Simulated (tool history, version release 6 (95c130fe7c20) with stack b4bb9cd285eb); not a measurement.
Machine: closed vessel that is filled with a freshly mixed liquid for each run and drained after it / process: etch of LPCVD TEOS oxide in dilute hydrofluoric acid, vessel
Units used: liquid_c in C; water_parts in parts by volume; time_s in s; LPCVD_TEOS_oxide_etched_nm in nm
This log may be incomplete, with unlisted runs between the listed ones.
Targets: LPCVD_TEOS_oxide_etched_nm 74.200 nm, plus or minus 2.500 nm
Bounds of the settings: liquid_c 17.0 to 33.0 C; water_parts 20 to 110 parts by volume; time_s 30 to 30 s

run 1 hour=0.0 | liquid_c=25.0 water_parts=60 time_s=30 | LPCVD_TEOS_oxide_etched_nm=29.522
run 2 hour=1.5 | liquid_c=26.5 water_parts=55 time_s=30 | LPCVD_TEOS_oxide_etched_nm=34.440
run 3 hour=3.6 | liquid_c=26.5 water_parts=55 time_s=30 | LPCVD_TEOS_oxide_etched_nm=34.337
run 4 hour=4.7 | liquid_c=26.5 water_parts=35 time_s=30 | LPCVD_TEOS_oxide_etched_nm=55.779
run 5 hour=12.8 | liquid_c=27.5 water_parts=35 time_s=30 | LPCVD_TEOS_oxide_etched_nm=58.335
run 6 hour=19.5 | liquid_c=27.5 water_parts=35 time_s=30 | LPCVD_TEOS_oxide_etched_nm=58.374
run 7 hour=27.0 | liquid_c=28.5 water_parts=35 time_s=30 | LPCVD_TEOS_oxide_etched_nm=60.378
run 8 hour=28.9 | liquid_c=29.0 water_parts=35 time_s=30 | LPCVD_TEOS_oxide_etched_nm=61.473
run 9 hour=33.8 | liquid_c=29.5 water_parts=35 time_s=30 | LPCVD_TEOS_oxide_etched_nm=61.616
run 10 hour=36.6 | liquid_c=30.0 water_parts=35 time_s=30 | LPCVD_TEOS_oxide_etched_nm=63.957
run 11 hour=41.4 | liquid_c=30.5 water_parts=35 time_s=30 | LPCVD_TEOS_oxide_etched_nm=65.556

Exercise: of the 4 proposed moves below, exactly one satisfies all targets within the stated allowed misses. Which move is it?
run A hour=46.2 | liquid_c=31.0 water_parts=35 time_s=30 | LPCVD_TEOS_oxide_etched_nm=?
run B hour=46.2 | liquid_c=32.0 water_parts=35 time_s=30 | LPCVD_TEOS_oxide_etched_nm=?
run C hour=46.2 | liquid_c=29.5 water_parts=30 time_s=30 | LPCVD_TEOS_oxide_etched_nm=?
run D hour=46.2 | liquid_c=31.5 water_parts=35 time_s=30 | LPCVD_TEOS_oxide_etched_nm=?

move=A LPCVD_TEOS_oxide_etched_nm=66.882
move=B LPCVD_TEOS_oxide_etched_nm=69.568
move=C LPCVD_TEOS_oxide_etched_nm=74.087
move=D LPCVD_TEOS_oxide_etched_nm=68.214
A: moves toward the targets from the last run without getting all of them in spec
B: moves toward the targets from the last run without getting all of them in spec
C: all results land within tolerance of their targets
D: moves toward the targets from the last run without getting all of them in spec
The move that meets every target is C.

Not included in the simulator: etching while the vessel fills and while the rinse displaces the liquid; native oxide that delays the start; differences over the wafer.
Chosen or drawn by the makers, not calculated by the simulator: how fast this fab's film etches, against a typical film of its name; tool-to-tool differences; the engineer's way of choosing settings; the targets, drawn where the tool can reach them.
